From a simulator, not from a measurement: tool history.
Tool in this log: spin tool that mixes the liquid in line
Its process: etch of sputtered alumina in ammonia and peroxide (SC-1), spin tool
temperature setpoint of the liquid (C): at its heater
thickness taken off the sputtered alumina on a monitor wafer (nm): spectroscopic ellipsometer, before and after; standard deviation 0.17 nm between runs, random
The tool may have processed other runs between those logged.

| run | day | temperature setpoint of the liquid (C) | parts of 29 % ammonia solution to one part of 30 % peroxide (parts by volume) | time under the liquid (s) | thickness taken off the sputtered alumina on a monitor wafer (nm) |
|---|---|---|---|---|---|
| 1 | 0 | 57 | 0.45 | 265 | 24.11 |
| 2 | 0.125 | 57 | 0.6 | 265 | 25.047 |
| 3 | 0.454 | 58 | 0.6 | 265 | 26.285 |
| 4 | 0.671 | 53.5 | 0.6 | 265 | 20.798 |
| 5 | 0.762 | 53.5 | 0.6 | 265 | 20.72 |
| 6 | 1.033 | 55 | 0.6 | 265 | 22.592 |
| 7 | 1.379 | 56.5 | 0.6 | 265 | 24.482 |

What will run 8 give?
| 8 | 1.754 | 64.5 | 0.6 | 265 | ? |

Run 8 yielded thickness taken off the sputtered alumina on a monitor wafer (nm) 36.852.
